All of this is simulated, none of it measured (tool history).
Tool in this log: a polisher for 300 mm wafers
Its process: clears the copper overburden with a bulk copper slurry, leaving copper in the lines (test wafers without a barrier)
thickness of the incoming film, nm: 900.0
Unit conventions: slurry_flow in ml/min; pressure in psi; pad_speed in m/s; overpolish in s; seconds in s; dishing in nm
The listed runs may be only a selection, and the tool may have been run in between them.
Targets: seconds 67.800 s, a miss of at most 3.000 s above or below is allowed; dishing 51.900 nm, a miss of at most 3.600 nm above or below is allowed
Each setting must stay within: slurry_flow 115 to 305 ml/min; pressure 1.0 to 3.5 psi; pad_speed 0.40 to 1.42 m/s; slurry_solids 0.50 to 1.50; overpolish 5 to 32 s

run 1 hour=0.0 | slurry_flow=195 pressure=2.2 pad_speed=0.90 slurry_solids=1.00 overpolish=16 | seconds=129.340 dishing=55.742
run 2 hour=4.7 | slurry_flow=195 pressure=2.2 pad_speed=0.72 slurry_solids=1.00 overpolish=16 | seconds=162.830 dishing=49.776
run 3 hour=7.1 | slurry_flow=195 pressure=1.7 pad_speed=0.72 slurry_solids=1.00 overpolish=16 | seconds=205.520 dishing=39.957
run 4 hour=9.2 | slurry_flow=195 pressure=1.7 pad_speed=0.72 slurry_solids=1.00 overpolish=19 | seconds=207.430 dishing=45.561
run 5 hour=12.2 | slurry_flow=195 pressure=1.7 pad_speed=0.86 slurry_solids=1.00 overpolish=19 | seconds=171.170 dishing=53.056
run 6 hour=20.2 | slurry_flow=205 pressure=2.1 pad_speed=0.88 slurry_solids=1.05 overpolish=15 | seconds=135.280 dishing=52.387
run 7 hour=29.2 | slurry_flow=240 pressure=2.7 pad_speed=0.98 slurry_solids=1.20 overpolish=7 | seconds=93.678 dishing=40.731
run 8 hour=34.3 | slurry_flow=240 pressure=2.9 pad_speed=0.98 slurry_solids=1.20 overpolish=7 | seconds=86.337 dishing=43.408
run 9 hour=40.9 | slurry_flow=240 pressure=3.0 pad_speed=0.98 slurry_solids=1.20 overpolish=7 | seconds=82.740 dishing=45.142
run 10 hour=47.4 | slurry_flow=240 pressure=3.1 pad_speed=0.98 slurry_solids=1.20 overpolish=7 | seconds=81.640 dishing=45.399
run 11 hour=52.6 | slurry_flow=240 pressure=3.2 pad_speed=1.00 slurry_solids=1.20 overpolish=7 | seconds=75.971 dishing=49.361
run 12 hour=56.8 | slurry_flow=240 pressure=3.3 pad_speed=1.00 slurry_solids=1.20 overpolish=7 | seconds=74.709 dishing=48.101
run 13 hour=61.2 | slurry_flow=240 pressure=3.4 pad_speed=1.00 slurry_solids=1.20 overpolish=7 | seconds=72.268 dishing=50.856

Next run, 5 choices. One meets every target within its allowed miss, the rest don't. Which?
run A hour=65.6 | slurry_flow=210 pressure=3.5 pad_speed=0.94 slurry_solids=1.10 overpolish=8 | seconds=? dishing=?
run B hour=65.6 | slurry_flow=245 pressure=3.3 pad_speed=1.06 slurry_solids=1.25 overpolish=7 | seconds=? dishing=?
run C hour=65.6 | slurry_flow=245 pressure=3.4 pad_speed=0.92 slurry_solids=1.30 overpolish=8 | seconds=? dishing=?
run D hour=65.6 | slurry_flow=240 pressure=3.2 pad_speed=1.00 slurry_solids=1.20 overpolish=8 | seconds=? dishing=?
run E hour=65.6 | slurry_flow=235 pressure=3.2 pad_speed=1.00 slurry_solids=1.20 overpolish=8 | seconds=? dishing=?

move=A seconds=75.681 dishing=52.232
move=B seconds=68.244 dishing=50.915
move=C seconds=75.483 dishing=52.211
move=D seconds=75.214 dishing=52.089
move=E seconds=75.405 dishing=51.998
A: lands further from the targets than the last run did
B: each result inside its tolerance
C: lands further from the targets than the last run did
D: lands further from the targets than the last run did
E: lands further from the targets than the last run did
Correct choice: B, which meets every target
